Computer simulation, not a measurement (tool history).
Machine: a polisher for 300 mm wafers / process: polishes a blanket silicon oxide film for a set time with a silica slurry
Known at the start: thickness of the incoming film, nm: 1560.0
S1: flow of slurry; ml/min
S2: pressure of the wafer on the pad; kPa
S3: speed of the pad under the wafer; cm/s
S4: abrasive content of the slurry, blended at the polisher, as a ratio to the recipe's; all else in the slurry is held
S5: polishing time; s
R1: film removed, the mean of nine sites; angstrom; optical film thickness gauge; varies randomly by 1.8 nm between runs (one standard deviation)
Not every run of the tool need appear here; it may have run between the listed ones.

| run | hour | S1 | S2 | S3 | S4 | S5 | R1 |
|---|---|---|---|---|---|---|---|
| 1 | 0.0 | 300 | 37.9 | 130 | 1.0 | 56 | 2491.1 |
| 2 | 5.8 | 300 | 35.9 | 130 | 1.0 | 56 | 2322.1 |
| 3 | 8.6 | 300 | 35.9 | 130 | 1.0 | 50 | 2144.5 |
| 4 | 16.0 | 300 | 42.7 | 130 | 1.0 | 50 | 2415.7 |
| 5 | 21.4 | 300 | 40.0 | 128 | 1.0 | 50 | 2299.1 |
| 6 | 22.3 | 300 | 37.9 | 128 | 1.0 | 50 | 2184.7 |
| 7 | 26.1 | 300 | 35.9 | 128 | 1.0 | 50 | 2115.8 |
| 8 | 31.0 | 300 | 34.5 | 128 | 1.0 | 50 | 1990.5 |
| 9 | 32.5 | 300 | 33.1 | 128 | 1.0 | 50 | 1986.7 |

The next listed run, before its measurement:
| 10 | 39.1 | 300 | 31.7 | 128 | 1.0 | 50 | ? |

{"run 10": {"R1": 1877.1}}
